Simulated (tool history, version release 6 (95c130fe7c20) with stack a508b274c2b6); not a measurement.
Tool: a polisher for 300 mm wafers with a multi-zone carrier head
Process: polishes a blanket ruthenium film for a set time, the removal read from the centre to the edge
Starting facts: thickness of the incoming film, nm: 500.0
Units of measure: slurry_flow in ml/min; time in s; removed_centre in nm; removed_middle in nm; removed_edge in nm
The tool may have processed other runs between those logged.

run  hour  slurry_flow  centre_zone  middle_zone  edge_zone  time  removed_centre  removed_middle  removed_edge
  1     0          190            1            1          1    74          119.02          118.99        119.51
  2   7.1          180         0.96         0.97       0.97    69          107.59          109.03        110.18
  3  14.2          170         0.93         0.95       0.96    64          94.009          95.899           102
  4  15.8          165         0.91         0.95       0.93    61          88.425           91.35        95.371
  5  20.9          165         0.91         0.95       0.93    74          108.19          111.25         112.9
  6  21.9          165         0.95         0.95       0.93    74           113.9          110.33        116.52
  7  29.6          165         0.92         0.94       0.92    68          102.08          103.89        105.93
  8  32.5          160         0.92         0.95       0.93    63          91.408          94.579         96.87

For run 9, what comes out?
  9  34.5          150          0.9         0.94       0.92    61               ?               ?             ?

Run 9 gave removed_centre 85.33 nm, removed_middle 92.243 nm, removed_edge 91.309 nm.
